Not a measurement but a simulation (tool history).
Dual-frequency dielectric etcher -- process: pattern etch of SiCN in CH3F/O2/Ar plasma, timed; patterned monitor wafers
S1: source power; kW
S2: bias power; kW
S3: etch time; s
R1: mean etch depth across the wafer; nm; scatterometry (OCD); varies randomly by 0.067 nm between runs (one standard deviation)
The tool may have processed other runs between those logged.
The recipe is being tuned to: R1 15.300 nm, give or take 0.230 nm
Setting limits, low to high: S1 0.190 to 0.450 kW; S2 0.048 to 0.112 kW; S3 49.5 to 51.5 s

run	hour	S1	S2	S3	R1
1	0.0	0.320	0.080	49.5	17.276
2	6.9	0.300	0.079	49.5	16.673
3	14.1	0.300	0.069	49.5	15.921
4	20.6	0.290	0.069	49.5	15.755
5	28.0	0.290	0.078	49.5	16.335
6	32.6	0.280	0.078	49.5	16.126
7	40.7	0.230	0.077	49.5	14.664
8	43.5	0.240	0.077	49.5	14.844

Which of these 4 next moves meets every target?
A	46.3	0.230	0.076	49.5	?
B	46.3	0.230	0.071	51.5	?
C	46.3	0.250	0.071	51.0	?
D	46.3	0.220	0.083	50.0	?

move	R1
A	14.561
B	14.781
C	15.215
D	14.880
A: further off than the last run
B: further off than the last run
C: all results land within tolerance of their targets
D: nearer than the last run, and not there yet
The right move is C.
